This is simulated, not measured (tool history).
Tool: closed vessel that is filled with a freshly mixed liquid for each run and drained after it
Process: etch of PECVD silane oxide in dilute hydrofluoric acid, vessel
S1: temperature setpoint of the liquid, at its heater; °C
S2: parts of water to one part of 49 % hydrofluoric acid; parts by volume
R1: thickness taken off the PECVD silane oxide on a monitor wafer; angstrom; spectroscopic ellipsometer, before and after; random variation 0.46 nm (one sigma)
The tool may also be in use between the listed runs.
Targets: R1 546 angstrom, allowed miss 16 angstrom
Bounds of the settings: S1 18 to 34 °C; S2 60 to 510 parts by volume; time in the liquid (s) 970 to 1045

run 1 hour=0 | S1=26 S2=285 time_in_the_liquid_(s)=970 | R1=706.48
run 2 hour=6.4 | S1=24.5 S2=285 time_in_the_liquid_(s)=970 | R1=664.25
run 3 hour=11.1 | S1=23.5 S2=285 time_in_the_liquid_(s)=970 | R1=636.97
run 4 hour=16.7 | S1=22.5 S2=285 time_in_the_liquid_(s)=970 | R1=616.25
run 5 hour=23.3 | S1=22.5 S2=285 time_in_the_liquid_(s)=1045 | R1=663.44
run 6 hour=25.3 | S1=21 S2=285 time_in_the_liquid_(s)=1045 | R1=636.11
run 7 hour=28 | S1=20.5 S2=285 time_in_the_liquid_(s)=1045 | R1=615.12
run 8 hour=35.9 | S1=20.5 S2=285 time_in_the_liquid_(s)=1045 | R1=609.79
run 9 hour=45.1 | S1=20 S2=285 time_in_the_liquid_(s)=1045 | R1=606.7

5 next moves are on the table. One of them brings every result within its allowed miss. Which?
run A hour=54.3 | S1=21 S2=315 time_in_the_liquid_(s)=975 | R1=?
run B hour=54.3 | S1=19.5 S2=305 time_in_the_liquid_(s)=970 | R1=?
run C hour=54.3 | S1=20 S2=245 time_in_the_liquid_(s)=970 | R1=?
run D hour=54.3 | S1=18 S2=275 time_in_the_liquid_(s)=970 | R1=?
run E hour=54.3 | S1=20 S2=265 time_in_the_liquid_(s)=995 | R1=?

move=A R1=514.54
move=B R1=505.22
move=C R1=676.59
move=D R1=543.97
move=E R1=629.83
A: takes the result that was furthest off past its target
B: takes the result that was furthest off past its target
C: further off than the last run
D: meets every target
E: further off than the last run
The right move is D.
